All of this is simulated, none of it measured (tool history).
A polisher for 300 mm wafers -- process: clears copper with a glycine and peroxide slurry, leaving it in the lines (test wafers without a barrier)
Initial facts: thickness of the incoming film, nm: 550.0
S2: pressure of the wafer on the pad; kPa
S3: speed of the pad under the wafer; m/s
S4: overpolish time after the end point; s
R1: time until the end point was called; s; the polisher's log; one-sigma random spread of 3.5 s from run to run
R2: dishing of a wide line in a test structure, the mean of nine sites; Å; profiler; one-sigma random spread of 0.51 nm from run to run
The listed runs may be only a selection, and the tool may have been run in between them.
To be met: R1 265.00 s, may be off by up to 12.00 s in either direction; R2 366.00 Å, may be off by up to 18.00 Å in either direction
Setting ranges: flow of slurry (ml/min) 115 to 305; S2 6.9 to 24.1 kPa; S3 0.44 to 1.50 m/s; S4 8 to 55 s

run 1 hour=0.0 | flow_of_slurry_(ml/min)=195 S2=15.2 S3=0.96 S4=28 | R1=145.25 R2=398.89
run 2 hour=1.9 | flow_of_slurry_(ml/min)=190 S2=13.1 S3=0.90 S4=30 | R1=171.40 R2=380.87
run 3 hour=9.0 | flow_of_slurry_(ml/min)=215 S2=13.1 S3=0.90 S4=30 | R1=165.85 R2=386.61
run 4 hour=15.8 | flow_of_slurry_(ml/min)=205 S2=11.0 S3=0.86 S4=33 | R1=197.79 R2=377.85
run 5 hour=20.5 | flow_of_slurry_(ml/min)=200 S2=9.7 S3=0.86 S4=35 | R1=215.18 R2=387.91
run 6 hour=23.7 | flow_of_slurry_(ml/min)=200 S2=9.7 S3=0.86 S4=25 | R1=212.39 R2=310.80
run 7 hour=30.6 | flow_of_slurry_(ml/min)=195 S2=9.0 S3=0.84 S4=29 | R1=230.60 R2=331.84
run 8 hour=39.3 | flow_of_slurry_(ml/min)=185 S2=8.3 S3=0.84 S4=31 | R1=246.10 R2=329.36

Pick the move, out of 5, that brings all results within their allowed miss; only one does.
run A hour=48.0 | flow_of_slurry_(ml/min)=220 S2=7.6 S3=0.94 S4=34 | R1=? R2=?
run B hour=48.0 | flow_of_slurry_(ml/min)=175 S2=10.3 S3=0.70 S4=29 | R1=? R2=?
run C hour=48.0 | flow_of_slurry_(ml/min)=165 S2=7.6 S3=0.86 S4=29 | R1=? R2=?
run D hour=48.0 | flow_of_slurry_(ml/min)=235 S2=7.6 S3=0.76 S4=40 | R1=? R2=?
run E hour=48.0 | flow_of_slurry_(ml/min)=205 S2=7.6 S3=0.92 S4=25 | R1=? R2=?

move=A R1=231.86 R2=353.36
move=B R1=235.22 R2=328.66
move=C R1=252.01 R2=311.27
move=D R1=262.55 R2=371.09
move=E R1=236.58 R2=293.10
A: meets the target for the result that was furthest off, but another lies outside its allowed miss
B: its largest miss is bigger than the last run's
C: its largest miss is bigger than the last run's
D: meets every target
E: its largest miss is bigger than the last run's
D meets every target.
